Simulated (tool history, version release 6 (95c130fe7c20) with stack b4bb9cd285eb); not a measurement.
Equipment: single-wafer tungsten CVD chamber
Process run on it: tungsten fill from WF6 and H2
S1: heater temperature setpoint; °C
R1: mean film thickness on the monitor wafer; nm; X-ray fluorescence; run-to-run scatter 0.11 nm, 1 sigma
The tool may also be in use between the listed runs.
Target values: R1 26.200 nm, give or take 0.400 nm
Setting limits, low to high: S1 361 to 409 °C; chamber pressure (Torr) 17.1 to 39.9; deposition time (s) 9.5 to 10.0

{"run": 1, "hour": 0.0, "S1": 385, "chamber pressure (Torr)": 28.5, "deposition time (s)": 10.0, "R1": 21.64}
{"run": 2, "hour": 5.0, "S1": 376, "chamber pressure (Torr)": 28.5, "deposition time (s)": 10.0, "R1": 18.503}
{"run": 3, "hour": 7.1, "S1": 376, "chamber pressure (Torr)": 28.5, "deposition time (s)": 10.0, "R1": 18.303}
{"run": 4, "hour": 11.7, "S1": 380, "chamber pressure (Torr)": 28.6, "deposition time (s)": 10.0, "R1": 19.697}
{"run": 5, "hour": 17.6, "S1": 380, "chamber pressure (Torr)": 26.1, "deposition time (s)": 10.0, "R1": 18.891}
{"run": 6, "hour": 26.5, "S1": 380, "chamber pressure (Torr)": 28.9, "deposition time (s)": 10.0, "R1": 19.931}
{"run": 7, "hour": 32.6, "S1": 383, "chamber pressure (Torr)": 28.9, "deposition time (s)": 10.0, "R1": 20.909}
{"run": 8, "hour": 38.2, "S1": 386, "chamber pressure (Torr)": 28.9, "deposition time (s)": 10.0, "R1": 21.978}
{"run": 9, "hour": 43.8, "S1": 388, "chamber pressure (Torr)": 28.9, "deposition time (s)": 10.0, "R1": 22.999}
{"run": 10, "hour": 45.5, "S1": 389, "chamber pressure (Torr)": 28.9, "deposition time (s)": 10.0, "R1": 23.202}
{"run": 11, "hour": 48.0, "S1": 390, "chamber pressure (Torr)": 28.9, "deposition time (s)": 10.0, "R1": 23.726}
{"run": 12, "hour": 56.5, "S1": 391, "chamber pressure (Torr)": 28.9, "deposition time (s)": 10.0, "R1": 24.218}
{"run": 13, "hour": 61.4, "S1": 392, "chamber pressure (Torr)": 28.9, "deposition time (s)": 10.0, "R1": 24.486}
{"run": 14, "hour": 67.8, "S1": 393, "chamber pressure (Torr)": 28.9, "deposition time (s)": 10.0, "R1": 24.918}
{"run": 15, "hour": 74.4, "S1": 393, "chamber pressure (Torr)": 28.9, "deposition time (s)": 10.0, "R1": 24.791}
{"run": 16, "hour": 78.1, "S1": 394, "chamber pressure (Torr)": 28.9, "deposition time (s)": 10.0, "R1": 25.538}
{"run": 17, "hour": 80.2, "S1": 395, "chamber pressure (Torr)": 28.9, "deposition time (s)": 10.0, "R1": 25.628}

Which one of the following 4 next-run settings gets every result inside its allowed miss? There is exactly one.
{"run": "A", "hour": 82.3, "S1": 389, "chamber pressure (Torr)": 34.5, "deposition time (s)": 10.0, "R1": "?"}
{"run": "B", "hour": 82.3, "S1": 393, "chamber pressure (Torr)": 29.9, "deposition time (s)": 10.0, "R1": "?"}
{"run": "C", "hour": 82.3, "S1": 397, "chamber pressure (Torr)": 28.8, "deposition time (s)": 9.5, "R1": "?"}
{"run": "D", "hour": 82.3, "S1": 396, "chamber pressure (Torr)": 29.0, "deposition time (s)": 10.0, "R1": "?"}

move=A R1=25.457
move=B R1=25.399
move=C R1=25.309
move=D R1=26.299
A: misses by more than the last run did
B: misses by more than the last run did
C: misses by more than the last run did
D: in spec on every target
The right move is D.
